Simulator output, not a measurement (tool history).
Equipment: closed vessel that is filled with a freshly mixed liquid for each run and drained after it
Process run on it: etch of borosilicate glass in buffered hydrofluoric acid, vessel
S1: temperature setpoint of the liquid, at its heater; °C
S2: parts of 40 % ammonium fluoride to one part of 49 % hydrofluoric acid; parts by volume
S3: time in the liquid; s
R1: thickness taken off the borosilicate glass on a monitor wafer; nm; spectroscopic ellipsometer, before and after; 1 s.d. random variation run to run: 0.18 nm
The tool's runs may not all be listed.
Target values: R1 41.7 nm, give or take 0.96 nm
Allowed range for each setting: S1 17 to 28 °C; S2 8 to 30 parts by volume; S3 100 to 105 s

| run | day | S1 | S2 | S3 | R1 |
|---|---|---|---|---|---|
| 1 | 0 | 20 | 22.5 | 100 | 45.998 |
| 2 | 0.379 | 22.5 | 22.5 | 100 | 52.742 |
| 3 | 0.512 | 20.5 | 22.5 | 100 | 47.613 |
| 4 | 0.7 | 20.5 | 28 | 100 | 40.652 |
| 5 | 1.062 | 23 | 28 | 100 | 46.739 |
| 6 | 1.312 | 23 | 28 | 105 | 49.286 |
| 7 | 1.675 | 22.5 | 28 | 105 | 47.882 |
| 8 | 1.721 | 19.5 | 28 | 105 | 40.536 |

Pick the move, out of 4, that brings all results within their allowed miss; only one does.
| A | 1.767 | 20 | 26 | 100 | ? |
| B | 1.767 | 20 | 23.5 | 100 | ? |
| C | 1.767 | 19 | 28.5 | 105 | ? |
| D | 1.767 | 17 | 24 | 105 | ? |

| move | R1 |
|---|---|
| A | 41.475 |
| B | 44.498 |
| C | 38.649 |
| D | 38.959 |
A: every result within its allowed miss
B: pushes the last run's worst result past its target
C: lands further from the targets than the last run did
D: lands further from the targets than the last run did
Move A is the one to make.

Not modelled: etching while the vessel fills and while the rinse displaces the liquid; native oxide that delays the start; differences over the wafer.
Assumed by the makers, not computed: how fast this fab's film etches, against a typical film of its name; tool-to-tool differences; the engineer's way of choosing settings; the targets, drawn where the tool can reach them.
